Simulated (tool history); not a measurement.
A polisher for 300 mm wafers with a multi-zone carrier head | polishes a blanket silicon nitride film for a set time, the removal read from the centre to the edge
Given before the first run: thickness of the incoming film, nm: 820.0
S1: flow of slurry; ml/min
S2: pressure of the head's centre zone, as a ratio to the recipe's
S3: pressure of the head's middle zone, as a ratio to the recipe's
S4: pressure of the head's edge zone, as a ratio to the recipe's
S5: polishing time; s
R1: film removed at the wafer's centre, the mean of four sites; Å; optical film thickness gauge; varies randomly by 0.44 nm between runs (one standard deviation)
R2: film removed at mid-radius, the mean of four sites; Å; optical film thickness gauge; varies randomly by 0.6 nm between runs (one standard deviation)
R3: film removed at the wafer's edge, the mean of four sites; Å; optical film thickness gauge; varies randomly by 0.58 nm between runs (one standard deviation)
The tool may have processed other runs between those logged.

| run | hour | S1 | S2 | S3 | S4 | S5 | R1 | R2 | R3 |
|---|---|---|---|---|---|---|---|---|---|
| 1 | 0.0 | 245 | 1.00 | 1.00 | 1.00 | 76 | 958.57 | 931.82 | 924.16 |
| 2 | 8.5 | 245 | 1.00 | 1.00 | 1.08 | 76 | 954.56 | 924.69 | 949.52 |
| 3 | 17.0 | 285 | 1.00 | 1.00 | 1.08 | 76 | 970.87 | 938.43 | 971.35 |
| 4 | 18.9 | 285 | 1.00 | 1.07 | 1.08 | 76 | 975.40 | 984.87 | 971.69 |
| 5 | 21.2 | 265 | 0.95 | 1.06 | 1.08 | 73 | 889.18 | 943.53 | 922.67 |
| 6 | 22.2 | 245 | 0.91 | 1.06 | 1.11 | 70 | 810.01 | 896.50 | 903.45 |
| 7 | 28.0 | 230 | 0.88 | 1.06 | 1.10 | 69 | 777.55 | 871.22 | 873.71 |

Run 8 has not been measured yet. What should we expect?
| 8 | 35.3 | 220 | 0.86 | 1.07 | 1.11 | 68 | ? | ? | ? |

R1: 732.74 Å
R2: 861.95 Å
R3: 857.28 Å

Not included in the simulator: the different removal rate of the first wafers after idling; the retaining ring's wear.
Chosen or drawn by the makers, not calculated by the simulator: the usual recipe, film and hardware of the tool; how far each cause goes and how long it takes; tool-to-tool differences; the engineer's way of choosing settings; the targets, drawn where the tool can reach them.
